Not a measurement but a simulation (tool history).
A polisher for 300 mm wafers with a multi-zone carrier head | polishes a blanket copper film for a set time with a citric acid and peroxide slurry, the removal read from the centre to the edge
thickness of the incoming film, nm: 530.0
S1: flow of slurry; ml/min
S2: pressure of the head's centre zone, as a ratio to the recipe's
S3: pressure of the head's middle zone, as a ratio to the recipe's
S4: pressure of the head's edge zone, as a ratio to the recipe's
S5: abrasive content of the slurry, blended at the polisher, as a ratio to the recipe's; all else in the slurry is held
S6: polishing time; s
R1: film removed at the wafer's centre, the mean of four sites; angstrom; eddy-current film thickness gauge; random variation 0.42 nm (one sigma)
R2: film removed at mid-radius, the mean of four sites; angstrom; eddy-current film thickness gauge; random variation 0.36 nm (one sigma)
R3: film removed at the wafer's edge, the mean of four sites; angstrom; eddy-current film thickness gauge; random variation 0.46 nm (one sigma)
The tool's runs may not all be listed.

run  hour   S1    S2    S3    S4    S5  S6      R1      R2      R3
  1   0.0  290  1.00  1.00  1.00  1.00  33  518.27  492.28  506.66
  2   5.1  290  1.00  1.07  1.00  1.00  33  514.95  529.72  507.61
  3  13.2  285  0.99  1.04  0.98  0.95  33  499.06  497.51  490.82
  4  20.0  280  0.99  1.02  0.96  0.95  33  500.15  490.93  485.99
  5  22.3  275  0.99  1.00  0.94  0.95  33  498.96  483.87  488.08
  6  30.5  275  0.99  0.99  0.93  0.90  33  499.47  480.45  470.09

Forecast run 7:
  7  32.2  270  0.98  0.97  0.93  0.90  33   ?   ?   ?

R1: 492.88 angstrom
R2: 467.87 angstrom
R3: 483.42 angstrom

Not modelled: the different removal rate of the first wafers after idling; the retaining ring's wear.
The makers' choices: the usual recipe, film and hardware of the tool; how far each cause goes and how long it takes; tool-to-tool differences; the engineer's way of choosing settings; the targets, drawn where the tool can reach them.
